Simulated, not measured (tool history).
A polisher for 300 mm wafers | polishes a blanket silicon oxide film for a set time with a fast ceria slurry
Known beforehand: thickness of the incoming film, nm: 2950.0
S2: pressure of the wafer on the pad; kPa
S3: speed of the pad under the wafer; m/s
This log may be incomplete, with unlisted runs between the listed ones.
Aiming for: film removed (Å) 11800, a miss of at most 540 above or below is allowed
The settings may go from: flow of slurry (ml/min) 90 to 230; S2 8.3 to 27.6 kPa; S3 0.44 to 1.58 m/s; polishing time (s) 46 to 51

{"run": 1, "hour": 0.0, "flow of slurry (ml/min)": 150, "S2": 17.9, "S3": 1, "polishing time (s)": 51, "film removed (Å)": 7787.5}
{"run": 2, "hour": 2.7, "flow of slurry (ml/min)": 150, "S2": 18.6, "S3": 1, "polishing time (s)": 51, "film removed (Å)": 8071.7}
{"run": 3, "hour": 9.4, "flow of slurry (ml/min)": 150, "S2": 15.2, "S3": 1, "polishing time (s)": 51, "film removed (Å)": 6571.3}
{"run": 4, "hour": 12.7, "flow of slurry (ml/min)": 150, "S2": 15.9, "S3": 1, "polishing time (s)": 51, "film removed (Å)": 7067.6}
{"run": 5, "hour": 14.0, "flow of slurry (ml/min)": 150, "S2": 16.5, "S3": 1, "polishing time (s)": 51, "film removed (Å)": 7329.4}
{"run": 6, "hour": 19.9, "flow of slurry (ml/min)": 165, "S2": 16.5, "S3": 1, "polishing time (s)": 51, "film removed (Å)": 7439.6}
{"hour": 25.4, "done": "slurry nozzle cleaned"}
{"run": 7, "hour": 25.4, "flow of slurry (ml/min)": 165, "S2": 17.2, "S3": 1, "polishing time (s)": 51, "film removed (Å)": 7743.8}
{"run": 8, "hour": 29.2, "flow of slurry (ml/min)": 165, "S2": 17.9, "S3": 1, "polishing time (s)": 51, "film removed (Å)": 8126.8}
{"run": 9, "hour": 37.6, "flow of slurry (ml/min)": 165, "S2": 17.9, "S3": 1, "polishing time (s)": 51, "film removed (Å)": 8097.3}
{"run": 10, "hour": 42.9, "flow of slurry (ml/min)": 165, "S2": 17.9, "S3": 1, "polishing time (s)": 51, "film removed (Å)": 8382}
{"run": 11, "hour": 44.6, "flow of slurry (ml/min)": 170, "S2": 17.9, "S3": 1, "polishing time (s)": 51, "film removed (Å)": 8327.4}

Pick the move, out of 4, that brings all results within their allowed miss; only one does.
{"run": "A", "hour": 46.3, "flow of slurry (ml/min)": 195, "S2": 20.7, "S3": 1.24, "polishing time (s)": 51, "film removed (Å)": "?"}
{"run": "B", "hour": 46.3, "flow of slurry (ml/min)": 140, "S2": 18.6, "S3": 1.34, "polishing time (s)": 51, "film removed (Å)": "?"}
{"run": "C", "hour": 46.3, "flow of slurry (ml/min)": 170, "S2": 20, "S3": 1.18, "polishing time (s)": 51, "film removed (Å)": "?"}
{"run": "D", "hour": 46.3, "flow of slurry (ml/min)": 165, "S2": 20.7, "S3": 1.12, "polishing time (s)": 51, "film removed (Å)": "?"}

move=A film_removed_(Å)=11747
move=B film_removed_(Å)=10830
move=C film_removed_(Å)=10711
move=D film_removed_(Å)=10555
A: all results land within tolerance of their targets
B: closer than the last run, but not yet in spec
C: closer than the last run, but not yet in spec
D: closer than the last run, but not yet in spec
Move A is the one to make.
